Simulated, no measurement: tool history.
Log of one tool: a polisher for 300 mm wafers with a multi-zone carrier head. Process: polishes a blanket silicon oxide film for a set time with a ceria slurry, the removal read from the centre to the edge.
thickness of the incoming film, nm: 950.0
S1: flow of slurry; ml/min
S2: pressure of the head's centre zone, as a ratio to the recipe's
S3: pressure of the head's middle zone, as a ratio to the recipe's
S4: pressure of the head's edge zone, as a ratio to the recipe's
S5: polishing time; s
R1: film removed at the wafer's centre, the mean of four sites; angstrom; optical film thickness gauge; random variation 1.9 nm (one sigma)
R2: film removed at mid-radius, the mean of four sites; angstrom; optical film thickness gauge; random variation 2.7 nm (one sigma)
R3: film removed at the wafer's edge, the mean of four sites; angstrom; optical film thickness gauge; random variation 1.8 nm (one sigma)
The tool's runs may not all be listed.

run  hour   S1    S2    S3    S4  S5      R1      R2      R3
  1     0  310     1     1     1  34  1283.6  1303.3    1269
  2     2  310     1  0.94     1  34    1247  1248.4  1275.9
  3   9.5  310     1     1     1  34  1240.3  1285.8  1281.3
  4  11.5  315     1  1.02  1.01  36  1326.6  1420.3    1371
  5  12.9  315     1  1.02  1.09  36  1319.1  1367.3    1397
  6  21.5  315     1  1.03  1.09  37  1375.6  1468.3  1429.8
  7  29.5  315  0.99  1.03   1.1  38  1399.6  1473.7  1500.6
  8  30.8  315  0.99  1.04   1.1  39  1451.2  1540.4  1541.6
  9  38.2  315  0.99  1.05  1.11  40  1472.4  1571.1  1577.6
 10  41.9  320  0.99  1.06  1.11  41  1497.9  1622.5  1601.5

Run 11 comes next. What will it give?
 11  46.1  320  0.99  1.07  1.11  42   ?   ?   ?

Run 11 gave R1 1557.4 angstrom, R2 1661.4 angstrom, R3 1658.3 angstrom.
